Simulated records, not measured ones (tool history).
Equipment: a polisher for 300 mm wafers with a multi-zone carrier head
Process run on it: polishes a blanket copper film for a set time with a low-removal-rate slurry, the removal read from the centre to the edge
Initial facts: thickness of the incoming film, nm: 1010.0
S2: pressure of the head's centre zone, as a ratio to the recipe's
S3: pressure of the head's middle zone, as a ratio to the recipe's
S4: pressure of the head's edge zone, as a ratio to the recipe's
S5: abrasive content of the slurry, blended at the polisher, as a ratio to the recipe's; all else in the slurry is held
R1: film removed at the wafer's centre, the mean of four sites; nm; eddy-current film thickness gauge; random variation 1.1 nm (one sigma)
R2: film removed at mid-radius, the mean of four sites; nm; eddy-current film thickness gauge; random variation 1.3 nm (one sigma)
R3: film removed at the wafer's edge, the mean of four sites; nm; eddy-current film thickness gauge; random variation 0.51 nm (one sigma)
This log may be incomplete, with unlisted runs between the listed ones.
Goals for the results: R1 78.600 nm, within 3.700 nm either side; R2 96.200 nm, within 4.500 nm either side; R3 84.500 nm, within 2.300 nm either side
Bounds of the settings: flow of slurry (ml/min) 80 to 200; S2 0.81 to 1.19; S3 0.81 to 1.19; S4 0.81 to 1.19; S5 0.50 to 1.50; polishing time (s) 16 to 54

Run 1, hour 0.0: flow of slurry (ml/min) 130, S2 1.00, S3 1.00, S4 1.00, S5 1.00, polishing time (s) 35. Result: R1 68.715 nm, R2 69.695 nm, R3 70.291 nm.
Run 2, hour 1.2: flow of slurry (ml/min) 130, S2 1.00, S3 0.94, S4 1.00, S5 1.00, polishing time (s) 35. Result: R1 71.440 nm, R2 66.240 nm, R3 70.566 nm.
Run 3, hour 2.7: flow of slurry (ml/min) 140, S2 1.00, S3 0.99, S4 1.01, S5 1.10, polishing time (s) 35. Result: R1 71.912 nm, R2 70.396 nm, R3 72.657 nm.
Run 4, hour 11.3: flow of slurry (ml/min) 145, S2 1.00, S3 1.03, S4 1.01, S5 1.15, polishing time (s) 36. Result: R1 74.293 nm, R2 78.270 nm, R3 76.975 nm.
Run 5, hour 20.3: flow of slurry (ml/min) 115, S2 1.00, S3 1.03, S4 1.01, S5 1.15, polishing time (s) 36. Result: R1 70.787 nm, R2 73.315 nm, R3 73.586 nm.
Run 6, hour 28.8: flow of slurry (ml/min) 115, S2 1.00, S3 1.03, S4 1.01, S5 1.15, polishing time (s) 28. Result: R1 56.214 nm, R2 57.614 nm, R3 57.255 nm.
Run 7, hour 31.8: flow of slurry (ml/min) 130, S2 1.01, S3 1.07, S4 1.02, S5 1.25, polishing time (s) 29. Result: R1 61.395 nm, R2 62.845 nm, R3 61.545 nm.
Run 8, hour 38.7: flow of slurry (ml/min) 140, S2 1.00, S3 1.10, S4 1.02, S5 1.30, polishing time (s) 31. Result: R1 66.872 nm, R2 72.625 nm, R3 67.362 nm.
Run 9, hour 46.3: flow of slurry (ml/min) 150, S2 0.99, S3 1.12, S4 1.04, S5 1.35, polishing time (s) 32. Result: R1 70.430 nm, R2 77.552 nm, R3 71.409 nm.

Exercise: of the 5 proposed moves below, exactly one satisfies all targets within the stated allowed misses. Which move is it?
Run A, hour 53.9: flow of slurry (ml/min) 120, S2 1.01, S3 0.83, S4 1.19, S5 1.40, polishing time (s) 38. Result: R1 ?, R2 ?, R3 ?.
Run B, hour 53.9: flow of slurry (ml/min) 120, S2 0.92, S3 0.81, S4 1.19, S5 1.05, polishing time (s) 41. Result: R1 ?, R2 ?, R3 ?.
Run C, hour 53.9: flow of slurry (ml/min) 140, S2 0.93, S3 1.16, S4 1.01, S5 1.40, polishing time (s) 39. Result: R1 ?, R2 ?, R3 ?.
Run D, hour 53.9: flow of slurry (ml/min) 135, S2 0.88, S3 1.05, S4 1.11, S5 1.40, polishing time (s) 40. Result: R1 ?, R2 ?, R3 ?.
Run E, hour 53.9: flow of slurry (ml/min) 145, S2 0.88, S3 0.97, S4 1.18, S5 1.35, polishing time (s) 33. Result: R1 ?, R2 ?, R3 ?.

move      R1      R2      R3
   A  82.396  69.139  88.327
   B  76.182  68.887  89.757
   C  80.401  96.660  84.737
   D  77.396  90.482  90.775
   E  64.180  70.093  77.400
A: moves the result that the last run missed by most past its target, out the other side
B: moves the result that the last run missed by most past its target, out the other side
C: each result inside its tolerance
D: moves the result that the last run missed by most past its target, out the other side
E: roughly where the last run was
Answer: C
